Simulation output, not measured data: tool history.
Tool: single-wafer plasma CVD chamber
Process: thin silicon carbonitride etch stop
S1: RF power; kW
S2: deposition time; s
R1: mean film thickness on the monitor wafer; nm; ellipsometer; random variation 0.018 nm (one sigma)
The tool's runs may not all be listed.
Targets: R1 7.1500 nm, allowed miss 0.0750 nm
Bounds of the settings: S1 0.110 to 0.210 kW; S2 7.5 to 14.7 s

run 1 hour=0.0 | S1=0.160 S2=11.1 | R1=6.2110
run 2 hour=7.6 | S1=0.160 S2=12.0 | R1=6.7045
run 3 hour=11.6 | S1=0.150 S2=12.0 | R1=6.6338
run 4 hour=12.5 | S1=0.150 S2=10.7 | R1=5.9027
run 5 hour=15.9 | S1=0.170 S2=10.7 | R1=6.0577
run 6 hour=21.5 | S1=0.150 S2=10.7 | R1=5.9118
run 7 hour=26.3 | S1=0.160 S2=11.0 | R1=6.1444
run 8 hour=34.2 | S1=0.165 S2=11.2 | R1=6.3368
run 9 hour=41.4 | S1=0.170 S2=11.3 | R1=6.4018
run 10 hour=47.1 | S1=0.175 S2=11.4 | R1=6.4960
run 11 hour=47.8 | S1=0.180 S2=11.5 | R1=6.5738
run 12 hour=55.1 | S1=0.185 S2=11.6 | R1=6.6777
run 13 hour=57.6 | S1=0.190 S2=11.7 | R1=6.8007
run 14 hour=66.1 | S1=0.210 S2=11.9 | R1=7.0564
-- hour=71.7 RF generator calibrated
run 15 hour=71.7 | S1=0.210 S2=12.1 | R1=7.2886
run 16 hour=73.1 | S1=0.210 S2=12.1 | R1=7.2532
run 17 hour=76.7 | S1=0.205 S2=12.1 | R1=7.2342

4 next moves are on the table. One of them brings every result within its allowed miss. Which?
run A hour=80.3 | S1=0.185 S2=12.5 | R1=?
run B hour=80.3 | S1=0.210 S2=12.2 | R1=?
run C hour=80.3 | S1=0.210 S2=12.1 | R1=?
run D hour=80.3 | S1=0.210 S2=11.9 | R1=?

move=A R1=7.3348
move=B R1=7.3662
move=C R1=7.3059
move=D R1=7.1851
A: further off than the last run
B: further off than the last run
C: further off than the last run
D: meets every target
Move D is the one to make.

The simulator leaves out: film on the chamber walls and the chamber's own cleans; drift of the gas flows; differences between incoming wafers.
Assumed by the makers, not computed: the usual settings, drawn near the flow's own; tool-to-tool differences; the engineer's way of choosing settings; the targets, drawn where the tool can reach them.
